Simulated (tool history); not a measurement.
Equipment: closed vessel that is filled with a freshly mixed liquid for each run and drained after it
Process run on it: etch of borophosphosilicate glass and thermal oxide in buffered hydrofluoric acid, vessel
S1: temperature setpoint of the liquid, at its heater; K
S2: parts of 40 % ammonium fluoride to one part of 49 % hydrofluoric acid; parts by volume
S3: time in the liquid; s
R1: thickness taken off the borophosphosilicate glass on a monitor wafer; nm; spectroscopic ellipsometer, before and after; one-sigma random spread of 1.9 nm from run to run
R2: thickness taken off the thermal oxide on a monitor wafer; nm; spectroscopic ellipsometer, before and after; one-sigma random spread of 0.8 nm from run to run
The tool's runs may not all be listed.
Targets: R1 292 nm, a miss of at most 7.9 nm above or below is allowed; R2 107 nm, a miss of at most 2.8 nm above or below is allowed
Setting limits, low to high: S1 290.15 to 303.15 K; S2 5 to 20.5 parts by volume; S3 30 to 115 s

| run | hour | S1 | S2 | S3 | R1 | R2 |
|---|---|---|---|---|---|---|
| 1 | 0 | 295.15 | 12.5 | 60 | 122.58 | 44.598 |
| 2 | 5.1 | 297.65 | 11 | 60 | 158.26 | 58.035 |
| 3 | 6 | 299.15 | 10 | 60 | 188.67 | 69.525 |
| 4 | 7.9 | 300.15 | 9.5 | 60 | 209.6 | 77.084 |
| 5 | 11.5 | 301.15 | 9 | 60 | 229.58 | 85.068 |
| 6 | 18.4 | 301.15 | 6 | 60 | 342.96 | 124.94 |
| 7 | 24 | 300.15 | 6 | 60 | 324.78 | 119.02 |
|  | 32.7 | hydrofluoric acid flow meter replaced |
| 8 | 32.7 | 297.65 | 6 | 60 | 304.2 | 111.09 |

Exercise: of the 4 proposed moves below, exactly one satisfies all targets within the stated allowed misses. Which move is it?
| A | 41.4 | 294.15 | 6 | 70 | ? | ? |
| B | 41.4 | 294.15 | 5.5 | 70 | ? | ? |
| C | 41.4 | 303.15 | 12.5 | 95 | ? | ? |
| D | 41.4 | 298.65 | 5 | 50 | ? | ? |

| move | R1 | R2 |
|---|---|---|
| A | 290.45 | 106.61 |
| B | 313.38 | 114.77 |
| C | 317.17 | 118.05 |
| D | 309.87 | 113.62 |
A: meets every target
B: its largest miss is bigger than the last run's
C: its largest miss is bigger than the last run's
D: its largest miss is bigger than the last run's
So the answer is move A, the one that meets all the targets.
